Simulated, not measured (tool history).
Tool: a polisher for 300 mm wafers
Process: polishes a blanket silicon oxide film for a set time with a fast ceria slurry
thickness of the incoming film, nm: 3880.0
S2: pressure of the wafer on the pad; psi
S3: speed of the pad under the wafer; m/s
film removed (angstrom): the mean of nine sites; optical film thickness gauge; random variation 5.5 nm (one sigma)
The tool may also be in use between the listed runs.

Run 1, hour 0: flow of slurry (ml/min) 150, S2 2 psi, S3 0.96 m/s, polishing time (s) 28. Result: film removed (angstrom) 2897.3.
Run 2, hour 5.4: flow of slurry (ml/min) 150, S2 2.1 psi, S3 0.96 m/s, polishing time (s) 28. Result: film removed (angstrom) 3011.2.
Run 3, hour 10.3: flow of slurry (ml/min) 150, S2 2.1 psi, S3 0.82 m/s, polishing time (s) 28. Result: film removed (angstrom) 2637.3.
Run 4, hour 17.5: flow of slurry (ml/min) 150, S2 2.2 psi, S3 0.82 m/s, polishing time (s) 28. Result: film removed (angstrom) 2674.2.
Run 5, hour 20.3: flow of slurry (ml/min) 150, S2 2.3 psi, S3 0.82 m/s, polishing time (s) 28. Result: film removed (angstrom) 2700.2.
Run 6, hour 26.9: flow of slurry (ml/min) 150, S2 2.4 psi, S3 0.84 m/s, polishing time (s) 28. Result: film removed (angstrom) 2841.6.
Run 7, hour 28.3: flow of slurry (ml/min) 150, S2 2.4 psi, S3 0.84 m/s, polishing time (s) 28. Result: film removed (angstrom) 2928.5.
Run 8, hour 35.8: flow of slurry (ml/min) 150, S2 2.5 psi, S3 0.84 m/s, polishing time (s) 28. Result: film removed (angstrom) 3050.

Forecast run 9:
At hour 38.6: worn pad replaced by a new one.
Run 9, hour 38.6: flow of slurry (ml/min) 150, S2 2.6 psi, S3 0.84 m/s, polishing time (s) 28. Result: film removed (angstrom) ?.

film removed (angstrom): 3555.8

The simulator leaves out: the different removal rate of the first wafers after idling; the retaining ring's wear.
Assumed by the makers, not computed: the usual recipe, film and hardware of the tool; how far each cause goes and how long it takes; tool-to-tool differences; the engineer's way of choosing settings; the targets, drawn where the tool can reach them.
